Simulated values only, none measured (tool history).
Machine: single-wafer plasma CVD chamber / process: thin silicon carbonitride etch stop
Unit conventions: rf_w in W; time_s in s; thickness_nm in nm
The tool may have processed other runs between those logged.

run	day	rf_w	time_s	thickness_nm
1	0.000	210	22.7	13.086
2	0.108	210	24.0	13.809
3	0.221	190	24.0	13.438
4	0.562	180	23.7	13.118
5	0.862	175	23.5	12.964
6	0.929	175	26.4	14.531
7	0.962	170	25.5	14.086

Predict the results of run 8:
8	1.279	165	24.8	?

thickness_nm: 13.550 nm

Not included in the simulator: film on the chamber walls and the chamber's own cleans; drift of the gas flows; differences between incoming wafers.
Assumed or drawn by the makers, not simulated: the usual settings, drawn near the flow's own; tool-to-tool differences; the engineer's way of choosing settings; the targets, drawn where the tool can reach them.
